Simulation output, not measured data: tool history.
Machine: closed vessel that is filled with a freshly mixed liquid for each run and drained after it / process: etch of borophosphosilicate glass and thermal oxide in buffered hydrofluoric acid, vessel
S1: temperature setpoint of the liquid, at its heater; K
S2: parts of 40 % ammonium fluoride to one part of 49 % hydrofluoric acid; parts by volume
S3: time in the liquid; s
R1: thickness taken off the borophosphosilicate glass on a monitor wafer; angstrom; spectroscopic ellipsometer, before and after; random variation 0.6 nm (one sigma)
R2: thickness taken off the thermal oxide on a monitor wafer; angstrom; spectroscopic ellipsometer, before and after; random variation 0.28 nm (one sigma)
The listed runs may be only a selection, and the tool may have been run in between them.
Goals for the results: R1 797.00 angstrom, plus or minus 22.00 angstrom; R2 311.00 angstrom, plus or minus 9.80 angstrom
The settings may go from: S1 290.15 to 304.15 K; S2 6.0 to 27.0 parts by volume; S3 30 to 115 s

| run | day | S1 | S2 | S3 | R1 | R2 |
|---|---|---|---|---|---|---|
| 1 | 0.000 | 296.15 | 16.5 | 60 | 1145.80 | 441.61 |
| 2 | 0.096 | 296.15 | 18.5 | 60 | 1016.60 | 394.19 |
| 3 | 0.233 | 296.15 | 18.5 | 35 | 599.46 | 231.74 |
| 4 | 0.317 | 299.65 | 18.5 | 35 | 730.38 | 279.86 |
| 5 | 0.546 | 300.15 | 18.5 | 35 | 735.34 | 289.01 |
| 6 | 0.838 | 300.15 | 18.5 | 45 | 947.82 | 375.26 |
| 7 | 1.146 | 299.65 | 18.5 | 45 | 923.28 | 364.02 |
| 8 | 1.467 | 299.15 | 18.5 | 45 | 903.46 | 353.88 |
| 9 | 1.771 | 298.65 | 18.5 | 45 | 868.03 | 339.57 |

Exercise: of the 5 proposed moves below, exactly one satisfies all targets within the stated allowed misses. Which move is it?
| A | 2.075 | 299.15 | 16.0 | 35 | ? | ? |
| B | 2.075 | 300.15 | 18.5 | 35 | ? | ? |
| C | 2.075 | 300.65 | 22.5 | 50 | ? | ? |
| D | 2.075 | 300.65 | 22.0 | 45 | ? | ? |
| E | 2.075 | 295.65 | 16.5 | 40 | ? | ? |

| move | R1 | R2 |
|---|---|---|
| A | 803.90 | 314.75 |
| B | 734.71 | 287.94 |
| C | 920.29 | 360.95 |
| D | 841.17 | 329.90 |
| E | 737.69 | 288.31 |
A: all results in spec
B: the result that was furthest off in the last run now lies on the other side of its target
C: further off than the last run
D: nearer the targets than the last run, but a result is still out of spec
E: the result that was furthest off in the last run now lies on the other side of its target
A is the move that brings every result within its allowed miss.
